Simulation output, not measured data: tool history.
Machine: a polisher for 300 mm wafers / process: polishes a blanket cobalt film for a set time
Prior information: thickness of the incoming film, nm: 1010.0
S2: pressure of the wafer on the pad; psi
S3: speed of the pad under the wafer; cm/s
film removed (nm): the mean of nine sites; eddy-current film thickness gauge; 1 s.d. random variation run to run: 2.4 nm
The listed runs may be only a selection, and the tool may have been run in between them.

{"run": 1, "day": 0.0, "flow of slurry (ml/min)": 220, "S2": 2.3, "S3": 94, "polishing time (s)": 41, "film removed (nm)": 250.09}
{"run": 2, "day": 0.133, "flow of slurry (ml/min)": 220, "S2": 2.3, "S3": 110, "polishing time (s)": 41, "film removed (nm)": 289.13}
{"run": 3, "day": 0.371, "flow of slurry (ml/min)": 220, "S2": 2.1, "S3": 110, "polishing time (s)": 41, "film removed (nm)": 262.83}
{"run": 4, "day": 0.638, "flow of slurry (ml/min)": 220, "S2": 2.1, "S3": 110, "polishing time (s)": 41, "film removed (nm)": 268.2}
{"run": 5, "day": 0.808, "flow of slurry (ml/min)": 220, "S2": 2.1, "S3": 90, "polishing time (s)": 41, "film removed (nm)": 222.61}
{"run": 6, "day": 1.133, "flow of slurry (ml/min)": 220, "S2": 2.1, "S3": 68, "polishing time (s)": 41, "film removed (nm)": 168.03}

Run 7 comes next. What will it give?
{"run": 7, "day": 1.5, "flow of slurry (ml/min)": 220, "S2": 2.2, "S3": 68, "polishing time (s)": 41, "film removed (nm)": "?"}

For run 7 the tool returned film removed (nm) 172.99.
